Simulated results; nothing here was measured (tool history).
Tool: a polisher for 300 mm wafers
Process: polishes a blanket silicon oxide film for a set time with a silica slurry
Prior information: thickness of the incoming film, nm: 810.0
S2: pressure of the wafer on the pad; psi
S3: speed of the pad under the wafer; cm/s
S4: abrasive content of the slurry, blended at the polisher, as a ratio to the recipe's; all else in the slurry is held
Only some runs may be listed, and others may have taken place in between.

run 1 hour=0.0 | flow_of_slurry_(ml/min)=285 S2=4.8 S3=122 S4=1.0 polishing_time_(s)=44 | film_removed_(angstrom)=1527.1
run 2 hour=4.5 | flow_of_slurry_(ml/min)=285 S2=4.6 S3=122 S4=1.0 polishing_time_(s)=44 | film_removed_(angstrom)=1438.7
run 3 hour=11.6 | flow_of_slurry_(ml/min)=285 S2=5.4 S3=122 S4=1.0 polishing_time_(s)=44 | film_removed_(angstrom)=1717.0
run 4 hour=19.3 | flow_of_slurry_(ml/min)=285 S2=5.4 S3=140 S4=1.0 polishing_time_(s)=44 | film_removed_(angstrom)=1904.6
run 5 hour=22.7 | flow_of_slurry_(ml/min)=285 S2=5.4 S3=140 S4=1.0 polishing_time_(s)=39 | film_removed_(angstrom)=1662.0
run 6 hour=29.6 | flow_of_slurry_(ml/min)=285 S2=5.4 S3=120 S4=1.0 polishing_time_(s)=39 | film_removed_(angstrom)=1487.4
run 7 hour=33.7 | flow_of_slurry_(ml/min)=285 S2=5.2 S3=120 S4=1.0 polishing_time_(s)=39 | film_removed_(angstrom)=1451.6

Run 8 is up next; what results do you expect?
run 8 hour=40.0 | flow_of_slurry_(ml/min)=285 S2=5.0 S3=120 S4=1.0 polishing_time_(s)=39 | film_removed_(angstrom)=?

Run 8 measured film removed (angstrom) 1383.8.

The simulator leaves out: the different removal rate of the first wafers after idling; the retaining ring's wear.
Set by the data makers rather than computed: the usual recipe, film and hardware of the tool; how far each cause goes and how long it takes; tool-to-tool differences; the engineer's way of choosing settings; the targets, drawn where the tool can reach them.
